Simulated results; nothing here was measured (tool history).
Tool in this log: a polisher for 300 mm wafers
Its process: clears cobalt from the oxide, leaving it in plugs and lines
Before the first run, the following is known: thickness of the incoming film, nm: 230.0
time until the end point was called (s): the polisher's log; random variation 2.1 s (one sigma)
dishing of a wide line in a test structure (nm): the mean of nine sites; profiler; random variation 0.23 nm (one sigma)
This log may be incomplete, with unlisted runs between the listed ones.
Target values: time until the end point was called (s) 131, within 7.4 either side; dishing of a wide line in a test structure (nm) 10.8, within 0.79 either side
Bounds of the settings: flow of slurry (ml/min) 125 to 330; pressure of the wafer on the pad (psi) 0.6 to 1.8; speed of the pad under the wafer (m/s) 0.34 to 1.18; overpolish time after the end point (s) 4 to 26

run,day,flow of slurry (ml/min),pressure of the wafer on the pad (psi),speed of the pad under the wafer (m/s),overpolish time after the end point (s),time until the end point was called (s),dishing of a wide line in a test structure (nm)
1,0,210,1.2,0.76,13,104.06,22.154
2,0.333,210,1.2,0.76,11,103.94,19.002
3,0.662,210,1.2,0.76,10,109.67,16.525
4,0.688,210,1.2,0.9,10,89.732,19.811
5,0.717,240,1.2,0.9,10,88.694,19.9
6,0.921,240,1.2,0.9,14,89.505,26.229
7,1.138,240,1.1,0.88,12,100.36,21.6
8,1.267,240,1.1,0.86,11,99.461,20.242
9,1.458,240,1.1,0.84,10,104.24,17.601
10,1.788,240,1.1,0.84,9,99.343,16.287
# day 2.067: head pressure recalibrated
11,2.067,240,1,0.84,9,118.74,14.977
12,2.158,240,1,0.84,8,123.41,12.851

Of the 4 settings listed for the next run, only one would bring every result within its allowed miss of target. Which one?
A,2.25,270,0.8,0.96,7,?,?
B,2.25,215,0.8,0.82,10,?,?
C,2.25,260,1.2,0.64,6,?,?
D,2.25,250,0.9,0.96,8,?,?

move,time until the end point was called (s),dishing of a wide line in a test structure (nm)
A,130.93,10.599
B,156.86,12.362
C,131.86,9.1849
D,117.95,13.012
A: in spec on every target
B: further off than the last run
C: takes the result that was furthest off past its target
D: further off than the last run
A is the move that brings every result within its allowed miss.

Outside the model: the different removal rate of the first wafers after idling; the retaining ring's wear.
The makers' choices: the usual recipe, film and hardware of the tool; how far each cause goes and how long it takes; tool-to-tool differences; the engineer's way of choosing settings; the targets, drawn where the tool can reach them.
